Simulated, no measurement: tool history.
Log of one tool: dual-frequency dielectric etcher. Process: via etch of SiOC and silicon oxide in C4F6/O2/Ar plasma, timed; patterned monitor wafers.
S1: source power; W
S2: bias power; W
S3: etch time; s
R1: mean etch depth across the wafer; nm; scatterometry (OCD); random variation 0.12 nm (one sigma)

run    day   S1   S2    S3      R1
  1  0.000  300  127  43.0  37.068
  2  0.304  300  127  43.0  37.242
  3  0.508  290  125  43.0  36.495
  4  0.821  290  133  43.0  37.429
  5  1.158  270  131  43.0  35.893
  6  1.217  310  131  43.0  37.988

Forecast run 7:
  7  1.417  290  129  43.0   ?

{"run 7": {"R1": 36.777}}
